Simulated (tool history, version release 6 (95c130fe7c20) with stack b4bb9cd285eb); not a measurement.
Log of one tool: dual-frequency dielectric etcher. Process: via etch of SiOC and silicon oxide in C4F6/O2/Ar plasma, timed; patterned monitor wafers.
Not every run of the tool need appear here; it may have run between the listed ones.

| run | hour | source power (W) | bias power (W) | etch time (s) | mean etch depth across the wafer (nm) |
|---|---|---|---|---|---|
| 1 | 0.0 | 330 | 229 | 101.5 | 116.080 |
| 2 | 8.5 | 330 | 229 | 101.5 | 115.180 |
| 3 | 12.6 | 360 | 229 | 101.5 | 119.710 |
| 4 | 15.2 | 310 | 220 | 101.5 | 111.170 |
| 5 | 17.2 | 310 | 206 | 101.5 | 108.910 |
| 6 | 20.3 | 310 | 206 | 101.5 | 108.120 |
| 7 | 22.0 | 280 | 204 | 101.5 | 103.840 |

Run 8 comes next. What will it give?
| 8 | 28.4 | 220 | 200 | 101.5 | ? |

{"run 8": {"mean etch depth across the wafer (nm)": 92.813}}

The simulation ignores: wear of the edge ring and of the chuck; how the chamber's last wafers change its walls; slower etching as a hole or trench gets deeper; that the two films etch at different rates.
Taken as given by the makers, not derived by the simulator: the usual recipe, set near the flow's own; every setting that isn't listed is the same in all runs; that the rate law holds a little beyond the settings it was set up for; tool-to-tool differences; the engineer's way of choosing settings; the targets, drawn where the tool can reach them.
